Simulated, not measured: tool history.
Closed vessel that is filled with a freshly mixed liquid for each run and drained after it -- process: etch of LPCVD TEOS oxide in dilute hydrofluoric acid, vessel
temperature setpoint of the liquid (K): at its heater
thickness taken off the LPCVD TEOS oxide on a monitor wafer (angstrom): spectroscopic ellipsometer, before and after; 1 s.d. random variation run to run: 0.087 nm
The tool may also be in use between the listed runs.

run    day  temperature setpoint of the liquid (K)  parts of water to one part of 49 % hydrofluoric acid (parts by volume)  time in the liquid (s)  thickness taken off the LPCVD TEOS oxide on a monitor wafer (angstrom)
  1  0.000                                  295.15                                                                     205                      30                                                                  45.108
  2  0.162                                  296.15                                                                     190                      30                                                                  52.286
  3  0.462                                  297.15                                                                     180                      30                                                                  57.504
  4  0.712                                  295.15                                                                     180                      30                                                                  53.128
  5  1.067                                  296.15                                                                     170                      30                                                                  58.774
  6  1.217                                  296.15                                                                     125                      30                                                                  84.041
  7  1.538                                  297.15                                                                     125                      30                                                                  87.004
  8  1.612                                  298.15                                                                     125                      30                                                                  91.782
  9  1.658                                  298.65                                                                     125                      30                                                                  92.975
 10  2.008                                  299.15                                                                     125                      30                                                                  94.367

Run 11 has not been measured yet. What should we expect?
 11  2.383                                  303.15                                                                     120                      30                                                                       ?

Run 11 came out at thickness taken off the LPCVD TEOS oxide on a monitor wafer (angstrom) 116.500.
